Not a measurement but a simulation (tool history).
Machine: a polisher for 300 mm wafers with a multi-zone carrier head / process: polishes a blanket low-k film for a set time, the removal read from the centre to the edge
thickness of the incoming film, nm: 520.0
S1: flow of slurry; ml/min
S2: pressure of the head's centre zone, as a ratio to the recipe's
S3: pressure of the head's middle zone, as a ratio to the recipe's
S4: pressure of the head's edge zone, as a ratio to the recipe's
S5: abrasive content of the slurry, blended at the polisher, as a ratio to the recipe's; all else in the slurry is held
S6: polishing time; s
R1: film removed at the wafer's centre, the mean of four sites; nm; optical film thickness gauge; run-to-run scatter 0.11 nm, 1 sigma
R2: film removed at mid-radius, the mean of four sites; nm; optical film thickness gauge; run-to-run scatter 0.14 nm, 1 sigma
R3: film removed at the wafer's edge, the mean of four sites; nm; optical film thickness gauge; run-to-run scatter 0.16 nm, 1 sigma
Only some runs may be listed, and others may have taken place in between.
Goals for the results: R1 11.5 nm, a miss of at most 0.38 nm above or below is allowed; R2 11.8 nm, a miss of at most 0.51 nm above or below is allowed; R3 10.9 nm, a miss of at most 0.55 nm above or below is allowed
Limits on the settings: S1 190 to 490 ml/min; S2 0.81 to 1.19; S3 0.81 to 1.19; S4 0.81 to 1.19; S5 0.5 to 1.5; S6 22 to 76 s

| run | hour | S1 | S2 | S3 | S4 | S5 | S6 | R1 | R2 | R3 |
|---|---|---|---|---|---|---|---|---|---|---|
| 1 | 0 | 315 | 1 | 1 | 1 | 1 | 49 | 13.99 | 14.221 | 13.972 |
| 2 | 4.5 | 315 | 1 | 1 | 1.05 | 1 | 49 | 14.12 | 14.175 | 14.602 |
| 3 | 10.8 | 315 | 0.99 | 0.99 | 1.01 | 0.95 | 49 | 13.496 | 13.497 | 13.469 |
| 4 | 12.4 | 315 | 0.99 | 0.99 | 0.96 | 0.95 | 49 | 13.617 | 13.779 | 13.459 |
| 5 | 19.8 | 315 | 1.03 | 0.99 | 0.96 | 0.95 | 49 | 14.209 | 14.015 | 13.376 |
| 6 | 28 | 315 | 1.01 | 0.98 | 0.94 | 0.9 | 49 | 13.693 | 13.19 | 12.922 |
| 7 | 33.4 | 315 | 0.99 | 0.99 | 0.92 | 0.85 | 49 | 13.345 | 13.39 | 12.446 |
| 8 | 39.6 | 315 | 0.97 | 0.98 | 0.91 | 0.8 | 49 | 12.61 | 12.76 | 11.951 |
| 9 | 43.4 | 315 | 0.96 | 0.97 | 0.9 | 0.8 | 49 | 12.234 | 12.947 | 11.798 |
| 10 | 45.7 | 315 | 0.96 | 0.95 | 0.89 | 0.8 | 49 | 12.654 | 12.579 | 12.013 |
| 11 | 53.9 | 315 | 0.95 | 0.95 | 0.88 | 0.75 | 49 | 11.825 | 12.181 | 11.734 |
| 12 | 57.4 | 315 | 0.95 | 0.95 | 0.87 | 0.75 | 49 | 11.954 | 11.967 | 11.508 |

Exercise: of the 5 proposed moves below, exactly one satisfies all targets within the stated allowed misses. Which move is it?
| A | 60.9 | 260 | 1.02 | 1.1 | 0.89 | 0.7 | 49 | ? | ? | ? |
| B | 60.9 | 430 | 0.91 | 1.04 | 0.88 | 0.75 | 43 | ? | ? | ? |
| C | 60.9 | 265 | 0.81 | 0.98 | 0.9 | 0.75 | 53 | ? | ? | ? |
| D | 60.9 | 310 | 0.94 | 0.97 | 0.85 | 0.6 | 52 | ? | ? | ? |
| E | 60.9 | 310 | 0.91 | 0.93 | 0.9 | 0.75 | 51 | ? | ? | ? |

| move | R1 | R2 | R3 |
|---|---|---|---|
| A | 12.193 | 13.105 | 10.94 |
| B | 10.588 | 11.824 | 10.18 |
| C | 11.42 | 13.331 | 12.286 |
| D | 11.577 | 11.962 | 10.797 |
| E | 12.194 | 12.492 | 11.972 |
A: its largest miss is bigger than the last run's
B: moves the result that the last run missed by most past its target, out the other side
C: brings the last run's worst result on target, with another outside its allowed miss
D: in spec on every target
E: its largest miss is bigger than the last run's
So the answer is move D, the one that meets all the targets.
